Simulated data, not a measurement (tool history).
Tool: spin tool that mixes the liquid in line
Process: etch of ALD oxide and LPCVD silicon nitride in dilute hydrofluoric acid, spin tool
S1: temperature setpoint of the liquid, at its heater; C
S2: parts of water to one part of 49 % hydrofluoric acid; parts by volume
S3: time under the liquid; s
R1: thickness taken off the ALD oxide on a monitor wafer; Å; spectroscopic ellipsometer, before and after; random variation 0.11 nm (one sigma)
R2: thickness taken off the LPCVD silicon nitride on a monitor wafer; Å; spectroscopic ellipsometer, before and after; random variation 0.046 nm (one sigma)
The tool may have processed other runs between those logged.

{"run": 1, "hour": 0.0, "S1": 26, "S2": 115, "S3": 85, "R1": 114.54, "R2": 4.7671}
{"run": 2, "hour": 4.6, "S1": 27.5, "S2": 110, "S3": 85, "R1": 129.07, "R2": 5.9436}
{"run": 3, "hour": 11.6, "S1": 27.5, "S2": 130, "S3": 85, "R1": 106.34, "R2": 4.9361}
{"run": 4, "hour": 13.0, "S1": 29, "S2": 130, "S3": 85, "R1": 111.67, "R2": 5.0212}
{"run": 5, "hour": 21.3, "S1": 31.5, "S2": 130, "S3": 85, "R1": 122.68, "R2": 5.932}
{"run": 6, "hour": 25.6, "S1": 31.5, "S2": 130, "S3": 55, "R1": 79.561, "R2": 4.1576}
{"run": 7, "hour": 31.1, "S1": 33, "S2": 80, "S3": 55, "R1": 145.81, "R2": 7.1303}
{"run": 8, "hour": 37.0, "S1": 33, "S2": 75, "S3": 55, "R1": 156.75, "R2": 7.8904}

The next listed run, before its measurement:
{"run": 9, "hour": 40.2, "S1": 33, "S2": 75, "S3": 55, "R1": "?", "R2": "?"}

Run 9 measured R1 157.73 Å, R2 8.0592 Å.

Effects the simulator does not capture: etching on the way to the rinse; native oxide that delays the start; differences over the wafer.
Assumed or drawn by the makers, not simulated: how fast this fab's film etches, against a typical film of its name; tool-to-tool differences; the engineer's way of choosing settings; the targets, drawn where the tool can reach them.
